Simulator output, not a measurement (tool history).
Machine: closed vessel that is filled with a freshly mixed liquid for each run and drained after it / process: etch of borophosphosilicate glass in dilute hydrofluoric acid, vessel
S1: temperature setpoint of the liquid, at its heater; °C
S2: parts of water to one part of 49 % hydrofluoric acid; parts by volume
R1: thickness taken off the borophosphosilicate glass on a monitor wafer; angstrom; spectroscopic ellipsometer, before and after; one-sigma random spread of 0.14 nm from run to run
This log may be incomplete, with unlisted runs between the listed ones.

Run 1, day 0.000: S1 25.0 °C, S2 80 parts by volume, time in the liquid (s) 30. Result: R1 240.73 angstrom.
Run 2, day 0.108: S1 25.0 °C, S2 90 parts by volume, time in the liquid (s) 30. Result: R1 210.67 angstrom.
Run 3, day 0.308: S1 25.0 °C, S2 90 parts by volume, time in the liquid (s) 30. Result: R1 212.66 angstrom.
Run 4, day 0.417: S1 25.0 °C, S2 115 parts by volume, time in the liquid (s) 30. Result: R1 161.25 angstrom.
Run 5, day 0.804: S1 25.0 °C, S2 95 parts by volume, time in the liquid (s) 30. Result: R1 199.48 angstrom.
Run 6, day 0.912: S1 25.0 °C, S2 95 parts by volume, time in the liquid (s) 30. Result: R1 200.38 angstrom.

For run 7, what comes out?
Run 7, day 1.125: S1 27.5 °C, S2 90 parts by volume, time in the liquid (s) 30. Result: R1 ?.

R1: 235.06 angstrom

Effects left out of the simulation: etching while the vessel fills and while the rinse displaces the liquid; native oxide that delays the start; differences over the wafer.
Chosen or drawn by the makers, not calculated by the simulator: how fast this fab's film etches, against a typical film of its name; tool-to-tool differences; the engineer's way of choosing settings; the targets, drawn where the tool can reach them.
